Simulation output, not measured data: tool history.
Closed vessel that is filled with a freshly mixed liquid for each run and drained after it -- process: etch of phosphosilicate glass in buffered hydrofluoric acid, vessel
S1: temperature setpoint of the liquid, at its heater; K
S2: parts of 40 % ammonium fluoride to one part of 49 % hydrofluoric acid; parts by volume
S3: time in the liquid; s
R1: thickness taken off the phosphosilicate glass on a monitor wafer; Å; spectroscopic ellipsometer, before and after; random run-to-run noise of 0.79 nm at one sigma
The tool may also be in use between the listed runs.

run,hour,S1,S2,S3,R1
1,0,295.15,21.5,90,1738.7
2,2.7,295.15,21.5,90,1726.2
3,5.9,295.65,21.5,90,1774
4,11.1,293.65,21.5,90,1585.4
5,14.9,291.65,21.5,90,1416.6
6,18.1,291.65,21.5,95,1500.3
7,20.5,292.65,21.5,95,1590.7
8,24.3,293.15,21.5,95,1629.5

What does the tool deliver on the next run?
9,33,293.65,21.5,95,?

{"run 9": {"R1": 1682.5}}
